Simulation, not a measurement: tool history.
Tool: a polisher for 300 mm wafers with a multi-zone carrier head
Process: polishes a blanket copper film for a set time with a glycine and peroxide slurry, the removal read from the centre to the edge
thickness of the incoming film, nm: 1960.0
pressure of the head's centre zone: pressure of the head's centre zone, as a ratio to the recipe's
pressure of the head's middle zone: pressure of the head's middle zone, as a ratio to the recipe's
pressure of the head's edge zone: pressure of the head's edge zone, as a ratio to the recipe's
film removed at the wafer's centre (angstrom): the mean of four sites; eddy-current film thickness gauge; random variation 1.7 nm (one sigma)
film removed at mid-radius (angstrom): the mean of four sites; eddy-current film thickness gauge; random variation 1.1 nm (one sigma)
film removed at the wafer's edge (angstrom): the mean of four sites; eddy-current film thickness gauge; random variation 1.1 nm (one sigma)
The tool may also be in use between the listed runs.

run	hour	flow of slurry (ml/min)	pressure of the head's centre zone	pressure of the head's middle zone	pressure of the head's edge zone	polishing time (s)	film removed at the wafer's centre (angstrom)	film removed at mid-radius (angstrom)	film removed at the wafer's edge (angstrom)
1	0.0	195	1.00	1.00	1.00	52	2147.5	2211.3	2201.5
2	6.7	195	1.00	1.00	0.92	52	2169.4	2205.5	2146.7
3	12.8	195	0.95	1.00	0.92	52	2002.5	2217.5	2121.1
4	18.7	195	0.95	1.08	0.92	52	2042.8	2372.0	2107.8
5	20.9	195	0.97	1.05	0.90	47	1897.9	2071.0	1904.9
6	28.8	195	0.97	1.11	0.90	47	1893.9	2158.0	1902.4
7	35.5	190	0.99	1.08	0.88	43	1750.4	1935.7	1720.5
8	39.2	180	1.01	1.05	0.86	41	1681.4	1772.5	1601.9

Forecast run 9:
9	40.4	165	1.02	1.02	0.85	41	?	?	?

Run 9 gave film removed at the wafer's centre (angstrom) 1674.5, film removed at mid-radius (angstrom) 1738.9, film removed at the wafer's edge (angstrom) 1585.4.
